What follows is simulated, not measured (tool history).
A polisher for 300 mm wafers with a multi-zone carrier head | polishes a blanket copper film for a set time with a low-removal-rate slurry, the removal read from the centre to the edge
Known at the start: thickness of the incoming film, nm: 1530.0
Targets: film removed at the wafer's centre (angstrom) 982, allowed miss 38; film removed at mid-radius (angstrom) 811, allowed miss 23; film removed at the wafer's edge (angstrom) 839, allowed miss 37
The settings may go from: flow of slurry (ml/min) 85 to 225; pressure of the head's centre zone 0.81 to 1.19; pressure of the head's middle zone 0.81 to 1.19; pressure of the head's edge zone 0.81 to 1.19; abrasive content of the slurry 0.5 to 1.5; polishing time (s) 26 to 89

run    day  flow of slurry (ml/min)  pressure of the head's centre zone  pressure of the head's middle zone  pressure of the head's edge zone  abrasive content of the slurry  polishing time (s)  film removed at the wafer's centre (angstrom)  film removed at mid-radius (angstrom)  film removed at the wafer's edge (angstrom)
  1      0                      145                                   1                                   1                                 1                               1                  57                                         1502.3                                 1557.5                                       1569.9
  2  0.221                      145                                   1                                   1                              1.06                               1                  57                                         1555.3                                 1549.8                                       1611.3
  3  0.325                      145                                   1                                   1                              1.06                               1                  63                                         1683.1                                 1731.8                                         1760
  4  0.592                      145                                1.02                                   1                              1.04                            0.95                  58                                           1585                                 1588.9                                         1584
  5  0.896                      145                                1.02                                   1                              0.97                            0.95                  58                                         1569.9                                 1590.4                                       1565.6
  6  1.158                      145                                1.03                                0.99                              0.96                             0.9                  54                                         1499.7                                 1439.7                                       1462.8
  7  1.371                      145                                1.04                                0.99                              0.95                            0.85                  50                                         1371.7                                 1313.6                                       1283.3
  8    1.4                      145                                1.04                                0.98                              0.95                             0.8                  48                                         1280.8                                 1246.3                                         1238
  9  1.596                      145                                1.05                                0.97                              0.94                            0.75                  46                                         1234.9                                   1176                                         1154
 10   1.65                      140                                1.06                                0.96                              0.93                             0.7                  45                                         1191.9                                 1116.6                                       1089.2
 11  1.854                      100                                1.08                                0.86                              0.83                             0.5                  40                                         921.24                                 800.19                                       844.79
 12  1.933                      100                                1.09                                0.86                              0.83                             0.5                  40                                         927.16                                 806.38                                       826.48

4 next moves are on the table. One of them brings every result within its allowed miss. Which?
  A  2.012                      115                                1.16                                0.83                              0.85                            0.55                  41                                              ?                                      ?                                            ?
  B  2.012                       85                                1.09                                0.87                              0.81                             0.5                  42                                              ?                                      ?                                            ?
  C  2.012                       90                                1.16                                0.88                              0.85                             0.5                  41                                              ?                                      ?                                            ?
  D  2.012                       90                                1.14                                0.97                              0.82                             0.5                  42                                              ?                                      ?                                            ?

move  film removed at the wafer's centre (angstrom)  film removed at mid-radius (angstrom)  film removed at the wafer's edge (angstrom)
   A                                         1072.3                                 854.29                                       893.37
   B                                         900.26                                 797.33                                       822.05
   C                                         960.95                                 801.24                                       831.89
   D                                         967.75                                 869.37                                       838.02
A: takes the result that was furthest off past its target
B: further off than the last run
C: meets every target
D: brings the result that was furthest off to its target, and leaves another outside
Answer: C
